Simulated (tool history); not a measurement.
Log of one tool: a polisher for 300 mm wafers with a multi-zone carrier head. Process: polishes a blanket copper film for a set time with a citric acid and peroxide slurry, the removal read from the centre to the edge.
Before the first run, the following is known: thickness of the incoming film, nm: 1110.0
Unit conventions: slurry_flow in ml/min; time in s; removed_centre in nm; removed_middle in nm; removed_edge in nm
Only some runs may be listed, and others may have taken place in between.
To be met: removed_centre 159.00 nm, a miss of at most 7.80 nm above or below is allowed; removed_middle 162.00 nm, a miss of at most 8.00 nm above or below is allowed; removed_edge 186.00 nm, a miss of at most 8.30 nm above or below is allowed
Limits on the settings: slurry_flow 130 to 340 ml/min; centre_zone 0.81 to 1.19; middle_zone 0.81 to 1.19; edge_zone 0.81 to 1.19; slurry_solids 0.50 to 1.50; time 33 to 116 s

run 1 hour=0.0 | slurry_flow=220 centre_zone=1.00 middle_zone=1.00 edge_zone=1.00 slurry_solids=1.00 time=74 | removed_centre=147.07 removed_middle=143.15 removed_edge=152.75
run 2 hour=6.4 | slurry_flow=220 centre_zone=1.00 middle_zone=1.05 edge_zone=1.00 slurry_solids=1.00 time=74 | removed_centre=142.45 removed_middle=150.02 removed_edge=151.07
run 3 hour=10.1 | slurry_flow=220 centre_zone=0.93 middle_zone=1.05 edge_zone=1.00 slurry_solids=1.00 time=74 | removed_centre=133.72 removed_middle=153.01 removed_edge=148.76
run 4 hour=13.4 | slurry_flow=220 centre_zone=0.93 middle_zone=1.04 edge_zone=1.02 slurry_solids=1.05 time=75 | removed_centre=137.83 removed_middle=153.89 removed_edge=154.85
run 5 hour=19.9 | slurry_flow=220 centre_zone=0.85 middle_zone=1.04 edge_zone=1.02 slurry_solids=1.05 time=75 | removed_centre=126.20 removed_middle=153.50 removed_edge=155.69
run 6 hour=22.3 | slurry_flow=220 centre_zone=0.86 middle_zone=1.03 edge_zone=1.03 slurry_solids=1.10 time=75 | removed_centre=130.36 removed_middle=154.83 removed_edge=156.73
run 7 hour=25.1 | slurry_flow=220 centre_zone=0.87 middle_zone=1.02 edge_zone=1.04 slurry_solids=1.15 time=76 | removed_centre=130.92 removed_middle=153.79 removed_edge=158.34
run 8 hour=33.4 | slurry_flow=220 centre_zone=0.88 middle_zone=1.01 edge_zone=1.05 slurry_solids=1.15 time=77 | removed_centre=138.55 removed_middle=155.73 removed_edge=162.75
run 9 hour=35.3 | slurry_flow=220 centre_zone=0.88 middle_zone=1.00 edge_zone=1.06 slurry_solids=1.15 time=78 | removed_centre=138.60 removed_middle=156.49 removed_edge=160.30
run 10 hour=40.4 | slurry_flow=220 centre_zone=0.87 middle_zone=0.98 edge_zone=1.05 slurry_solids=1.20 time=79 | removed_centre=136.60 removed_middle=156.88 removed_edge=171.71
run 11 hour=41.8 | slurry_flow=225 centre_zone=0.88 middle_zone=0.98 edge_zone=1.05 slurry_solids=1.20 time=79 | removed_centre=141.60 removed_middle=155.85 removed_edge=169.36
run 12 hour=42.7 | slurry_flow=235 centre_zone=0.90 middle_zone=0.96 edge_zone=1.05 slurry_solids=1.30 time=81 | removed_centre=152.83 removed_middle=163.45 removed_edge=176.14
run 13 hour=47.0 | slurry_flow=235 centre_zone=0.90 middle_zone=0.95 edge_zone=1.05 slurry_solids=1.30 time=81 | removed_centre=154.08 removed_middle=165.77 removed_edge=175.48
run 14 hour=51.3 | slurry_flow=230 centre_zone=0.90 middle_zone=0.94 edge_zone=1.05 slurry_solids=1.30 time=81 | removed_centre=150.00 removed_middle=160.40 removed_edge=178.99

5 next moves are on the table. One of them brings every result within its allowed miss. Which?
run A hour=55.6 | slurry_flow=250 centre_zone=0.85 middle_zone=0.94 edge_zone=1.02 slurry_solids=1.30 time=80 | removed_centre=? removed_middle=? removed_edge=?
run B hour=55.6 | slurry_flow=340 centre_zone=1.09 middle_zone=1.08 edge_zone=1.19 slurry_solids=1.15 time=71 | removed_centre=? removed_middle=? removed_edge=?
run C hour=55.6 | slurry_flow=230 centre_zone=0.90 middle_zone=0.90 edge_zone=1.07 slurry_solids=1.45 time=82 | removed_centre=? removed_middle=? removed_edge=?
run D hour=55.6 | slurry_flow=205 centre_zone=0.85 middle_zone=0.93 edge_zone=0.99 slurry_solids=1.35 time=82 | removed_centre=? removed_middle=? removed_edge=?
run E hour=55.6 | slurry_flow=265 centre_zone=0.95 middle_zone=0.97 edge_zone=1.06 slurry_solids=1.30 time=78 | removed_centre=? removed_middle=? removed_edge=?

move=A removed_centre=141.20 removed_middle=162.64 removed_edge=171.57
move=B removed_centre=162.11 removed_middle=162.47 removed_edge=163.58
move=C removed_centre=155.39 removed_middle=163.10 removed_edge=183.25
move=D removed_centre=142.23 removed_middle=162.82 removed_edge=171.83
move=E removed_centre=155.09 removed_middle=163.70 removed_edge=171.19
A: lands further from the targets than the last run did
B: corrects the largest miss of the last run, while another result sits out of spec
C: all results in spec
D: lands further from the targets than the last run did
E: corrects the largest miss of the last run, while another result sits out of spec
C meets every target.

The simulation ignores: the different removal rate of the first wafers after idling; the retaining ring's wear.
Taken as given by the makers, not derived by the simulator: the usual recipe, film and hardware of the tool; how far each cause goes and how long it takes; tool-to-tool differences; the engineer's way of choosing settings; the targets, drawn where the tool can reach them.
